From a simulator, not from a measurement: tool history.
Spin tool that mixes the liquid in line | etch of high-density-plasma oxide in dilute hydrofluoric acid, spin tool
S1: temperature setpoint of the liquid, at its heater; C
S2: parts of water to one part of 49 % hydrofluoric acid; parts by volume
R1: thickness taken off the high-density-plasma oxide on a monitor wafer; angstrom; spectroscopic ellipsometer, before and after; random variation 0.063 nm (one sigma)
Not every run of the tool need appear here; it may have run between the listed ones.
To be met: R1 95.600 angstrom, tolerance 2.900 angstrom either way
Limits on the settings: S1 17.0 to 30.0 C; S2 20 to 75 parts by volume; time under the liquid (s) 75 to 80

run 1 hour=0.0 | S1=22.0 S2=45 time_under_the_liquid_(s)=75 | R1=110.680
run 2 hour=8.4 | S1=23.5 S2=45 time_under_the_liquid_(s)=75 | R1=118.850
run 3 hour=13.8 | S1=22.5 S2=45 time_under_the_liquid_(s)=75 | R1=113.210
run 4 hour=16.3 | S1=22.0 S2=45 time_under_the_liquid_(s)=75 | R1=110.610
run 5 hour=19.7 | S1=22.0 S2=30 time_under_the_liquid_(s)=75 | R1=168.440
run 6 hour=26.4 | S1=21.0 S2=35 time_under_the_liquid_(s)=75 | R1=137.870
run 7 hour=35.2 | S1=20.0 S2=35 time_under_the_liquid_(s)=75 | R1=134.290
run 8 hour=39.0 | S1=19.5 S2=35 time_under_the_liquid_(s)=75 | R1=131.190
run 9 hour=44.0 | S1=19.0 S2=35 time_under_the_liquid_(s)=75 | R1=126.520
run 10 hour=49.7 | S1=18.5 S2=35 time_under_the_liquid_(s)=75 | R1=124.860
run 11 hour=58.2 | S1=18.0 S2=35 time_under_the_liquid_(s)=75 | R1=120.750
run 12 hour=61.3 | S1=17.5 S2=40 time_under_the_liquid_(s)=75 | R1=102.540
run 13 hour=65.3 | S1=17.0 S2=40 time_under_the_liquid_(s)=75 | R1=101.830
run 14 hour=72.0 | S1=17.0 S2=45 time_under_the_liquid_(s)=75 | R1=90.450

Which single option among these 4 for the next run brings every result within its allowed miss of target? Just one does.
run A hour=78.7 | S1=18.5 S2=45 time_under_the_liquid_(s)=80 | R1=?
run B hour=78.7 | S1=19.0 S2=45 time_under_the_liquid_(s)=80 | R1=?
run C hour=78.7 | S1=21.0 S2=50 time_under_the_liquid_(s)=75 | R1=?
run D hour=78.7 | S1=19.0 S2=50 time_under_the_liquid_(s)=75 | R1=?

move=A R1=101.750
move=B R1=103.960
move=C R1=94.933
move=D R1=87.202
A: carries the result that was furthest off beyond its target, to the other side
B: carries the result that was furthest off beyond its target, to the other side
C: all results in spec
D: moves away from the targets compared with the last run
Move C is the one to make.
